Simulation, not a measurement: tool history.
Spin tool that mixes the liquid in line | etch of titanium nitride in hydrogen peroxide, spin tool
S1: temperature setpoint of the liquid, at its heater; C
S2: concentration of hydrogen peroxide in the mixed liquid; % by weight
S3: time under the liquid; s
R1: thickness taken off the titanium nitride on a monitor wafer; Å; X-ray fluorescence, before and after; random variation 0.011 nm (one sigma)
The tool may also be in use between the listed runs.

run  hour    S1  S2  S3      R1
  1   0.0  45.0  22  60  24.163
  2   4.5  44.0  22  60  22.485
  3  12.6  43.5  22  60  21.833
  4  16.5  43.0  22  60  20.796
  5  23.2  42.5  22  60  20.157
  6  24.4  42.0  22  60  19.362
  7  30.5  41.5  22  60  18.750

Forecast run 8:
  8  33.7  41.0  22  60   ?

R1: 18.121 Å
